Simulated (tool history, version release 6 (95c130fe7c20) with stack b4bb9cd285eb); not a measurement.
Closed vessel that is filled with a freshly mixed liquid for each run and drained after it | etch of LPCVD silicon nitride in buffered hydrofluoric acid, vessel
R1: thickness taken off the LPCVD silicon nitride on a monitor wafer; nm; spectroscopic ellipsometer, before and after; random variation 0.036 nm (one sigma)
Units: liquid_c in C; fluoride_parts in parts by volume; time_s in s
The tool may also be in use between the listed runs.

Run 1, hour 0.0: liquid_c 25.0 C, fluoride_parts 13.5 parts by volume, time_s 505 s. Result: R1 7.7014 nm.
Run 2, hour 2.5: liquid_c 25.0 C, fluoride_parts 15.5 parts by volume, time_s 505 s. Result: R1 6.7645 nm.
Run 3, hour 7.4: liquid_c 24.5 C, fluoride_parts 15.5 parts by volume, time_s 505 s. Result: R1 6.6422 nm.
Run 4, hour 11.6: liquid_c 24.5 C, fluoride_parts 13.0 parts by volume, time_s 505 s. Result: R1 7.8344 nm.
Run 5, hour 18.3: liquid_c 23.0 C, fluoride_parts 13.0 parts by volume, time_s 505 s. Result: R1 7.1681 nm.
Run 6, hour 24.2: liquid_c 22.5 C, fluoride_parts 13.0 parts by volume, time_s 505 s. Result: R1 6.9745 nm.
Run 7, hour 27.6: liquid_c 22.0 C, fluoride_parts 13.0 parts by volume, time_s 505 s. Result: R1 6.8505 nm.
At hour 34.9: thermometer replaced.
Run 8, hour 34.9: liquid_c 21.5 C, fluoride_parts 13.0 parts by volume, time_s 505 s. Result: R1 5.9072 nm.

Forecast run 9:
Run 9, hour 43.2: liquid_c 22.0 C, fluoride_parts 13.0 parts by volume, time_s 505 s. Result: R1 ?.

Run 9 gave R1 6.0778 nm.
